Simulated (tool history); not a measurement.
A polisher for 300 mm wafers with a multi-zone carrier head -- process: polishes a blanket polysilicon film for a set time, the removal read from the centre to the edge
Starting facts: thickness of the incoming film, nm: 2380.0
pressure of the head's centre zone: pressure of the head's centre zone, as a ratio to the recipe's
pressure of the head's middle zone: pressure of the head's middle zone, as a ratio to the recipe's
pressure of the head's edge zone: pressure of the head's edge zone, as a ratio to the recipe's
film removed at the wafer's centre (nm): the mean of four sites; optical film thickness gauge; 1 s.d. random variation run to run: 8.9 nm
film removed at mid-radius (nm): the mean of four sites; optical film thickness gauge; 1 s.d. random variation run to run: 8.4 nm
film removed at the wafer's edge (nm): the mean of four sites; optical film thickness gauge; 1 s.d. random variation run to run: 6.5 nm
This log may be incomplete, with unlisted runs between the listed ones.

| run | hour | flow of slurry (ml/min) | pressure of the head's centre zone | pressure of the head's middle zone | pressure of the head's edge zone | polishing time (s) | film removed at the wafer's centre (nm) | film removed at mid-radius (nm) | film removed at the wafer's edge (nm) |
|---|---|---|---|---|---|---|---|---|---|
| 1 | 0 | 305 | 1 | 1 | 1 | 79 | 813.3 | 769.84 | 775.91 |
| 2 | 2.8 | 305 | 1 | 1 | 1.08 | 79 | 810.61 | 771.52 | 798.65 |
| 3 | 10.8 | 305 | 0.96 | 1 | 1.08 | 79 | 770.53 | 792.09 | 796.95 |
| 4 | 11.6 | 305 | 0.96 | 1 | 1 | 79 | 769.79 | 776.88 | 773.05 |
| 5 | 16.7 | 305 | 0.91 | 1 | 1 | 79 | 722.75 | 771.6 | 777.02 |
| 6 | 17.5 | 310 | 0.92 | 1.02 | 1.02 | 80 | 752.76 | 789.99 | 795.31 |
| 7 | 19 | 295 | 0.91 | 1.04 | 1 | 82 | 755.22 | 835.61 | 794.56 |
| 8 | 21.1 | 305 | 0.92 | 1.06 | 1.02 | 83 | 772.84 | 850.79 | 829.39 |
| 9 | 23.5 | 350 | 0.98 | 1.16 | 0.97 | 88 | 887.51 | 979.06 | 848.52 |

Estimate the outcome of run 10 from the log above:
| 10 | 27.6 | 350 | 0.97 | 1.16 | 0.98 | 88 | ? | ? | ? |

{"run 10": {"film removed at the wafer's centre (nm)": 879.24, "film removed at mid-radius (nm)": 991.65, "film removed at the wafer's edge (nm)": 850.64}}

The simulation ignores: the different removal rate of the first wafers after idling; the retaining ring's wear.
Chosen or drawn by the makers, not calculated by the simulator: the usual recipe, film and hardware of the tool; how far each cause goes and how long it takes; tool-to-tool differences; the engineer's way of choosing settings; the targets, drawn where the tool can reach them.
